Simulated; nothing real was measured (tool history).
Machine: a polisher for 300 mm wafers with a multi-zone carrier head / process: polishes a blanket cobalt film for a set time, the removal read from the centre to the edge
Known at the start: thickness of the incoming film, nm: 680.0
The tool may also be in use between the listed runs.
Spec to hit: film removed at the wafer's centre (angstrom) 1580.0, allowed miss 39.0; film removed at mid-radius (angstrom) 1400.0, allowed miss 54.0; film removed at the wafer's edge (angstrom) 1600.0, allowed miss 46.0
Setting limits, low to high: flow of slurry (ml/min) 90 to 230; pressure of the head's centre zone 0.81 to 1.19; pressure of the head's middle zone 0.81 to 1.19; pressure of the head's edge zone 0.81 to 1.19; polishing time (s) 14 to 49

run  hour  flow of slurry (ml/min)  pressure of the head's centre zone  pressure of the head's middle zone  pressure of the head's edge zone  polishing time (s)  film removed at the wafer's centre (angstrom)  film removed at mid-radius (angstrom)  film removed at the wafer's edge (angstrom)
  1   0.0                      150                                1.00                                1.00                              1.00                  31                                         2190.8                                 2164.7                                       2223.7
  2   1.3                      140                                0.99                                0.95                              0.97                  29                                         1996.8                                 1936.3                                       2039.9
  3   6.6                      140                                0.99                                0.89                              0.97                  29                                         1970.8                                 1853.4                                       2031.4
  4  14.7                      140                                0.92                                0.89                              0.97                  29                                         1843.6                                 1881.9                                       2041.9
  5  22.1                      140                                0.92                                0.89                              0.97                  22                                         1396.3                                 1407.1                                       1545.4
     24.8  -- edge zone pressure recalibrated
  6  24.8                      150                                0.94                                0.88                              0.98                  22                                         1465.6                                 1390.7                                       1509.2
  7  33.2                      150                                0.95                                0.87                              1.00                  22                                         1499.0                                 1395.9                                       1501.3
  8  41.9                      140                                0.96                                0.86                              0.99                  22                                         1455.0                                 1391.9                                       1488.8
  9  44.3                      150                                0.95                                0.85                              0.97                  22                                         1482.3                                 1368.7                                       1498.0
 10  48.0                      150                                0.95                                0.84                              0.95                  22                                         1480.3                                 1380.0                                       1477.4

Which single option among these 5 for the next run brings every result within its allowed miss of target? Just one does.
  A  51.7                      145                                0.97                                0.81                              1.01                  23                                              ?                                      ?                                            ?
  B  51.7                      200                                1.03                                0.95                              1.03                  22                                              ?                                      ?                                            ?
  C  51.7                      150                                0.91                                0.81                              1.00                  23                                              ?                                      ?                                            ?
  D  51.7                       95                                0.89                                0.83                              1.04                  26                                              ?                                      ?                                            ?
  E  51.7                      160                                1.02                                0.81                              1.19                  23                                              ?                                      ?                                            ?

move  film removed at the wafer's centre (angstrom)  film removed at mid-radius (angstrom)  film removed at the wafer's edge (angstrom)
   A                                         1577.0                                 1404.6                                       1584.6
   B                                         1712.4                                 1584.0                                       1593.1
   C                                         1490.7                                 1415.2                                       1585.4
   D                                         1426.1                                 1433.4                                       1673.4
   E                                         1697.1                                 1432.4                                       1740.4
A: each result inside its tolerance
B: puts the biggest miss on target and leaves a different result outside tolerance
C: puts the biggest miss on target and leaves a different result outside tolerance
D: takes the result that was furthest off past its target
E: takes the result that was furthest off past its target
Move A is the one to make.
